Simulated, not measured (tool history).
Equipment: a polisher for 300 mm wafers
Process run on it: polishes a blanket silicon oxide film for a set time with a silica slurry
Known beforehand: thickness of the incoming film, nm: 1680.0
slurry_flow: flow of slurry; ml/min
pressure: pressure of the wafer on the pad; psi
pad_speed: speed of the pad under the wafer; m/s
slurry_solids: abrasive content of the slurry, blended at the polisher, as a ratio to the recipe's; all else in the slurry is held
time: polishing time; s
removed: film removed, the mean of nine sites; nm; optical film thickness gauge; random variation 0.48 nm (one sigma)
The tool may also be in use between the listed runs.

Run 1, day 0.000: slurry_flow 305 ml/min, pressure 4.1 psi, pad_speed 1.28 m/s, slurry_solids 1.0, time 21 s. Result: removed 75.753 nm.
Run 2, day 0.025: slurry_flow 305 ml/min, pressure 4.4 psi, pad_speed 1.28 m/s, slurry_solids 1.0, time 21 s. Result: removed 79.331 nm.
Run 3, day 0.192: slurry_flow 305 ml/min, pressure 4.1 psi, pad_speed 1.28 m/s, slurry_solids 1.0, time 21 s. Result: removed 76.037 nm.
Run 4, day 0.550: slurry_flow 305 ml/min, pressure 3.8 psi, pad_speed 1.28 m/s, slurry_solids 1.0, time 21 s. Result: removed 73.131 nm.
Run 5, day 0.588: slurry_flow 305 ml/min, pressure 3.5 psi, pad_speed 1.28 m/s, slurry_solids 1.0, time 21 s. Result: removed 70.416 nm.
Run 6, day 0.746: slurry_flow 305 ml/min, pressure 3.2 psi, pad_speed 1.28 m/s, slurry_solids 1.0, time 21 s. Result: removed 66.245 nm.
Run 7, day 0.946: slurry_flow 305 ml/min, pressure 3.0 psi, pad_speed 1.28 m/s, slurry_solids 1.0, time 21 s. Result: removed 64.301 nm.

Forecast run 8:
Run 8, day 1.054: slurry_flow 305 ml/min, pressure 2.9 psi, pad_speed 1.28 m/s, slurry_solids 1.0, time 21 s. Result: removed ?.

Run 8 came out at removed 63.150 nm.

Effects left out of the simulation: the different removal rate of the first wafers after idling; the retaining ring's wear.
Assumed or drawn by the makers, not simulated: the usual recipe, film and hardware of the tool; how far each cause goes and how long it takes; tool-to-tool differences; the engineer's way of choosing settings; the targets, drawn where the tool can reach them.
